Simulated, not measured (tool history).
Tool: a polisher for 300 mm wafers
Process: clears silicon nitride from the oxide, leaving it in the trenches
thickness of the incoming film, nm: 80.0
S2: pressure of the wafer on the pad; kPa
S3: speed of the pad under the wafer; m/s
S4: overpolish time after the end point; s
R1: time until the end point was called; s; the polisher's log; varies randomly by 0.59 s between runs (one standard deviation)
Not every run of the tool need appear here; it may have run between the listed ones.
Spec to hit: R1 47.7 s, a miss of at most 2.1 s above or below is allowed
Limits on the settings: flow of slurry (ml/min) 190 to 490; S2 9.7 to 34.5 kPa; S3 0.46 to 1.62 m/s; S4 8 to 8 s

Run 1, hour 0: flow of slurry (ml/min) 315, S2 22.1 kPa, S3 1.04 m/s, S4 8 s. Result: R1 92.528 s.
Run 2, hour 2.1: flow of slurry (ml/min) 315, S2 24.1 kPa, S3 1.06 m/s, S4 8 s. Result: R1 81.602 s.
Run 3, hour 6.7: flow of slurry (ml/min) 315, S2 25.5 kPa, S3 1.06 m/s, S4 8 s. Result: R1 76.169 s.
Run 4, hour 11.4: flow of slurry (ml/min) 315, S2 26.9 kPa, S3 1.06 m/s, S4 8 s. Result: R1 73.382 s.
Run 5, hour 16.1: flow of slurry (ml/min) 315, S2 28.3 kPa, S3 1.08 m/s, S4 8 s. Result: R1 69.188 s.
Run 6, hour 24.8: flow of slurry (ml/min) 315, S2 33.1 kPa, S3 1.08 m/s, S4 8 s. Result: R1 57.438 s.
Run 7, hour 30.5: flow of slurry (ml/min) 315, S2 33.1 kPa, S3 1.1 m/s, S4 8 s. Result: R1 58.495 s.
Run 8, hour 37.8: flow of slurry (ml/min) 315, S2 33.1 kPa, S3 1.12 m/s, S4 8 s. Result: R1 56.621 s.
Run 9, hour 46.7: flow of slurry (ml/min) 315, S2 33.1 kPa, S3 1.14 m/s, S4 8 s. Result: R1 56.592 s.
Run 10, hour 54.7: flow of slurry (ml/min) 315, S2 33.1 kPa, S3 1.14 m/s, S4 8 s. Result: R1 55.496 s.
Run 11, hour 60.4: flow of slurry (ml/min) 315, S2 33.1 kPa, S3 1.16 m/s, S4 8 s. Result: R1 54.404 s.
Run 12, hour 68.2: flow of slurry (ml/min) 315, S2 33.1 kPa, S3 1.18 m/s, S4 8 s. Result: R1 54.061 s.
Run 13, hour 74.4: flow of slurry (ml/min) 315, S2 33.1 kPa, S3 1.2 m/s, S4 8 s. Result: R1 53.328 s.
Run 14, hour 81.8: flow of slurry (ml/min) 315, S2 33.1 kPa, S3 1.22 m/s, S4 8 s. Result: R1 52.86 s.
Run 15, hour 89.1: flow of slurry (ml/min) 315, S2 33.1 kPa, S3 1.24 m/s, S4 8 s. Result: R1 51.981 s.

Pick the move, out of 4, that brings all results within their allowed miss; only one does.
Run A, hour 96.4: flow of slurry (ml/min) 330, S2 33.1 kPa, S3 1.2 m/s, S4 8 s. Result: R1 ?.
Run B, hour 96.4: flow of slurry (ml/min) 315, S2 34.5 kPa, S3 1.42 m/s, S4 8 s. Result: R1 ?.
Run C, hour 96.4: flow of slurry (ml/min) 330, S2 32.4 kPa, S3 1.36 m/s, S4 8 s. Result: R1 ?.
Run D, hour 96.4: flow of slurry (ml/min) 275, S2 26.9 kPa, S3 1.52 m/s, S4 8 s. Result: R1 ?.

move      R1
   A  52.691
   B  43.128
   C  47.607
   D  52.115
A: further off than the last run
B: carries the result that was furthest off beyond its target, to the other side
C: meets every target
D: no better and no worse than the last run
So the answer is move C, the one that meets all the targets.

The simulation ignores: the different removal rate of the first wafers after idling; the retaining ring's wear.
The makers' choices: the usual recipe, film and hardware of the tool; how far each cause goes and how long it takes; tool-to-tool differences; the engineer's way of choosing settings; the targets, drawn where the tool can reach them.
